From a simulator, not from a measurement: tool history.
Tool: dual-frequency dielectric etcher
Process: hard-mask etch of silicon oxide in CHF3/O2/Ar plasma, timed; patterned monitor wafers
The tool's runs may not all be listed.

run    day  source power (W)  bias power (W)  etch time (s)  mean etch depth across the wafer (Å)
  1  0.000               720             229           17.5                                417.50
  2  0.104               680             218           17.5                                405.22
  3  0.242               650             206           17.5                                393.56
  4  0.538               620             196           17.5                                383.73
  5  0.750               620             196           17.5                                383.39
  6  0.917               600             188           17.5                                374.47
  7  1.129               600             188           17.5                                371.45

What will run 8 give?
  8  1.154               460             160           17.0                                     ?

mean etch depth across the wafer (Å): 319.92
